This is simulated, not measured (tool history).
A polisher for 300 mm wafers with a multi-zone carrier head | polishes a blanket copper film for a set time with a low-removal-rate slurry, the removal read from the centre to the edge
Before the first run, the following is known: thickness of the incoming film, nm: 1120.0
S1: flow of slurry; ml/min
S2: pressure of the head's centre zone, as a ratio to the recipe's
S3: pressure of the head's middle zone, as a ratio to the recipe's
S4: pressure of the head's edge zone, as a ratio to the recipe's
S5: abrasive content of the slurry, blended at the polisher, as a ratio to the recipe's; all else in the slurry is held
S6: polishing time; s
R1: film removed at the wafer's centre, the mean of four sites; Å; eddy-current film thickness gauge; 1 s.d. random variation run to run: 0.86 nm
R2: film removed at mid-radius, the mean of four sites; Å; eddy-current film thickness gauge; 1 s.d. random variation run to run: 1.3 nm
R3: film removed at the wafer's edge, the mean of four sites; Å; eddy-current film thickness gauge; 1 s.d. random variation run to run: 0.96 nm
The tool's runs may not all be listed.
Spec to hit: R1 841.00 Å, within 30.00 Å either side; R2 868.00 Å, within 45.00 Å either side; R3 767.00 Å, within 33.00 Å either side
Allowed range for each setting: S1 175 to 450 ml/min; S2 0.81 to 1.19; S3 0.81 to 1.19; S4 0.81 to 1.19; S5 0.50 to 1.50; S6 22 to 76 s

run    day   S1    S2    S3    S4    S5  S6      R1      R2      R3
  1  0.000  290  1.00  1.00  1.00  1.00  49  659.26  641.79  645.42
  2  0.154  290  1.01  1.02  1.00  1.05  49  667.45  671.94  646.26
  3  0.450  290  1.01  1.02  1.00  1.15  49  681.58  687.25  661.01
  4  0.617  290  1.02  1.03  1.01  1.20  49  700.58  682.62  694.75
  5  0.867  295  1.03  1.05  1.00  1.20  49  698.68  711.15  683.00
  6  1.188  295  1.03  1.08  1.00  1.20  49  714.40  706.36  659.65
  7  1.442  300  1.03  1.09  1.00  1.25  50  725.05  763.50  697.64
  8  1.533  305  1.04  1.10  1.00  1.25  50  741.78  753.81  693.05
  9  1.604  305  1.04  1.11  1.00  1.30  50  751.86  771.43  691.74
 10  1.688  305  1.04  1.12  1.01  1.30  50  752.84  786.01  698.39
 11  1.862  305  1.05  1.13  1.02  1.30  50  757.59  783.07  708.95
 12  1.942  305  1.05  1.14  1.02  1.30  50  745.08  778.40  714.79

Consider the 4 candidate settings below. Which is the only one whose results all fall within their allowed miss of target?
  A  2.021  380  1.14  1.13  0.82  1.40  54   ?   ?   ?
  B  2.021  240  1.01  1.08  1.19  1.20  49   ?   ?   ?
  C  2.021  320  0.87  1.19  0.96  1.40  61   ?   ?   ?
  D  2.021  320  1.07  1.17  1.00  1.25  55   ?   ?   ?

move      R1       R2      R3
   A  909.74   862.96  730.62
   B  678.80   702.48  745.80
   C  772.88  1008.60  878.07
   D  835.92   871.77  786.44
A: pushes the last run's worst result past its target
B: its largest miss is bigger than the last run's
C: its largest miss is bigger than the last run's
D: each result inside its tolerance
D is the move that brings every result within its allowed miss.
